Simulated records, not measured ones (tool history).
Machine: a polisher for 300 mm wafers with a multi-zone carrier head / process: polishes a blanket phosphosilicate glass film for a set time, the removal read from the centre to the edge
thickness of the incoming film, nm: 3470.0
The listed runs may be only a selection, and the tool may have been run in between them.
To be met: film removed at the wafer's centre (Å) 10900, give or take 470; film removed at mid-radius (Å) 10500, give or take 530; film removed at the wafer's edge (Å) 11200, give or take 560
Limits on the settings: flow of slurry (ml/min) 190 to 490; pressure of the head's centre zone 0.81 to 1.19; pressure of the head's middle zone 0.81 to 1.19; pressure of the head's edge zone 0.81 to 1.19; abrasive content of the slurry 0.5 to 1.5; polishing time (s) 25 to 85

run	hour	flow of slurry (ml/min)	pressure of the head's centre zone	pressure of the head's middle zone	pressure of the head's edge zone	abrasive content of the slurry	polishing time (s)	film removed at the wafer's centre (Å)	film removed at mid-radius (Å)	film removed at the wafer's edge (Å)
1	0	315	1	1	1	1	55	8048.4	7716.4	7957.8
2	6.6	315	1	1	1	1	62	8827.2	8918.2	8859.7
3	7.1	315	1.01	1	1.02	1.05	62	9670.6	9144.5	9179.1
4	15	315	0.99	1	1.04	1.1	63	9922.5	9544.4	9764
5	23.7	315	0.98	1	1.06	1.1	63	9529.4	9366.4	9481.8
6	27.9	315	0.98	1	1.06	1.1	50	7599.6	7630.8	7723.8
7	32	315	0.98	1	1.06	1.1	50	7383.4	7713.5	7961.5
8	35.6	315	0.98	1	1.07	1.15	51	7938.2	7842.5	8174.1
9	40.4	315	0.97	1	1.08	1.2	52	8209.1	8144.5	8540.7
10	41.9	315	0.97	1	1.09	1.25	53	8564.3	8270.2	9206.3
11	44	315	0.98	1.03	1.09	1.3	53	8900.8	8972	9140.1
12	47.1	315	0.98	1.03	1.1	1.35	54	9167.2	9182.9	9422
13	50.4	315	0.98	1.03	1.11	1.4	55	9448	9680.9	10033
14	59.1	315	0.99	1.03	1.12	1.4	55	9606	9505.6	9731.4
15	64.9	315	0.99	1.03	1.12	1.4	56	9643.2	9597.8	10240

Consider the 4 candidate settings below. Which is the only one whose results all fall within their allowed miss of target?
A	70.7	335	1.17	1.03	0.97	1.5	58	?	?	?
B	70.7	300	1	1	1.08	1.3	65	?	?	?
C	70.7	310	0.89	0.87	1.19	1.35	54	?	?	?
D	70.7	260	1.01	1.06	1.09	1.45	58	?	?	?

move	film removed at the wafer's centre (Å)	film removed at mid-radius (Å)	film removed at the wafer's edge (Å)
A	11650	10444	10005
B	10613	10635	11007
C	8178.7	8142.8	9822.2
D	9845.2	10241	10223
A: pushes the last run's worst result past its target
B: every result lands within tolerance
C: moves away from the targets compared with the last run
D: gains on the last run, yet a result remains outside its allowed miss
The move that meets every target is B.

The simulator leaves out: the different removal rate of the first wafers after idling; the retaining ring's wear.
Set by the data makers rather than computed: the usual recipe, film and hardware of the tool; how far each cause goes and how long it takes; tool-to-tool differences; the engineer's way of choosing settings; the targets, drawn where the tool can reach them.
